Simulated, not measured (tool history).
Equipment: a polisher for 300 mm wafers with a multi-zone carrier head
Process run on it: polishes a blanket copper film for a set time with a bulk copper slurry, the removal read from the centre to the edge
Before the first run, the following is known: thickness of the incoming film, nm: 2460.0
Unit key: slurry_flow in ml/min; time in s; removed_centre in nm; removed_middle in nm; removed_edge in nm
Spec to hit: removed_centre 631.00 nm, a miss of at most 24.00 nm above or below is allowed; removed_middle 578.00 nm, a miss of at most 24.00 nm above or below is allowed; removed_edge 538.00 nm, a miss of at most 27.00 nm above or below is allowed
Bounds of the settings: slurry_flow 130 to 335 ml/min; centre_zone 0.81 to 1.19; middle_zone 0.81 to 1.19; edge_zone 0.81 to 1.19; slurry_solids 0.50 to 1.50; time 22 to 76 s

{"run": 1, "hour": 0.0, "slurry_flow": 215, "centre_zone": 1.0, "middle_zone": 1.0, "edge_zone": 1.0, "slurry_solids": 1.0, "time": 49, "removed_centre": 523.16, "removed_middle": 528.01, "removed_edge": 500.54}
{"run": 2, "hour": 4.0, "slurry_flow": 215, "centre_zone": 1.0, "middle_zone": 1.0, "edge_zone": 1.0, "slurry_solids": 1.0, "time": 40, "removed_centre": 418.04, "removed_middle": 427.86, "removed_edge": 403.11}
{"run": 3, "hour": 12.5, "slurry_flow": 215, "centre_zone": 1.0, "middle_zone": 0.94, "edge_zone": 1.0, "slurry_solids": 1.0, "time": 40, "removed_centre": 424.1, "removed_middle": 396.66, "removed_edge": 413.55}
{"run": 4, "hour": 18.4, "slurry_flow": 215, "centre_zone": 1.0, "middle_zone": 0.94, "edge_zone": 1.0, "slurry_solids": 1.1, "time": 40, "removed_centre": 434.14, "removed_middle": 419.34, "removed_edge": 420.46}
{"run": 5, "hour": 22.7, "slurry_flow": 220, "centre_zone": 1.04, "middle_zone": 0.95, "edge_zone": 1.02, "slurry_solids": 1.2, "time": 41, "removed_centre": 480.41, "removed_middle": 439.39, "removed_edge": 436.14}
{"run": 6, "hour": 24.9, "slurry_flow": 260, "centre_zone": 1.04, "middle_zone": 0.95, "edge_zone": 1.02, "slurry_solids": 1.2, "time": 41, "removed_centre": 500.59, "removed_middle": 459.12, "removed_edge": 459.92}
{"run": 7, "hour": 32.8, "slurry_flow": 320, "centre_zone": 1.14, "middle_zone": 1.05, "edge_zone": 1.07, "slurry_solids": 1.45, "time": 42, "removed_centre": 586.02, "removed_middle": 525.58, "removed_edge": 497.22}
{"run": 8, "hour": 36.1, "slurry_flow": 320, "centre_zone": 1.14, "middle_zone": 1.05, "edge_zone": 1.07, "slurry_solids": 1.45, "time": 42, "removed_centre": 583.53, "removed_middle": 546.66, "removed_edge": 483.4}
{"run": 9, "hour": 40.1, "slurry_flow": 320, "centre_zone": 1.14, "middle_zone": 1.04, "edge_zone": 1.08, "slurry_solids": 1.45, "time": 43, "removed_centre": 601.93, "removed_middle": 537.89, "removed_edge": 501.68}
{"hour": 41.2, "done": "edge zone pressure recalibrated"}
{"run": 10, "hour": 41.2, "slurry_flow": 320, "centre_zone": 1.14, "middle_zone": 1.04, "edge_zone": 1.09, "slurry_solids": 1.45, "time": 44, "removed_centre": 622.33, "removed_middle": 542.24, "removed_edge": 555.67}

Of the 4 settings listed for the next run, only one would bring every result within its allowed miss of target. Which one?
{"run": "A", "hour": 42.3, "slurry_flow": 335, "centre_zone": 1.12, "middle_zone": 0.84, "edge_zone": 1.09, "slurry_solids": 1.5, "time": 49, "removed_centre": "?", "removed_middle": "?", "removed_edge": "?"}
{"run": "B", "hour": 42.3, "slurry_flow": 335, "centre_zone": 1.18, "middle_zone": 1.13, "edge_zone": 1.1, "slurry_solids": 1.35, "time": 44, "removed_centre": "?", "removed_middle": "?", "removed_edge": "?"}
{"run": "C", "hour": 42.3, "slurry_flow": 310, "centre_zone": 1.13, "middle_zone": 1.09, "edge_zone": 1.03, "slurry_solids": 1.5, "time": 50, "removed_centre": "?", "removed_middle": "?", "removed_edge": "?"}
{"run": "D", "hour": 42.3, "slurry_flow": 330, "centre_zone": 1.08, "middle_zone": 1.07, "edge_zone": 1.09, "slurry_solids": 1.45, "time": 44, "removed_centre": "?", "removed_middle": "?", "removed_edge": "?"}

move=A removed_centre=692.22 removed_middle=522.60 removed_edge=623.93
move=B removed_centre=640.22 removed_middle=572.55 removed_edge=546.81
move=C removed_centre=708.15 removed_middle=644.08 removed_edge=616.06
move=D removed_centre=594.43 removed_middle=557.63 removed_edge=553.69
A: its largest miss is bigger than the last run's
B: all results in spec
C: takes the result that was furthest off past its target
D: brings the last run's worst result on target, with another outside its allowed miss
So the answer is move B, the one that meets all the targets.
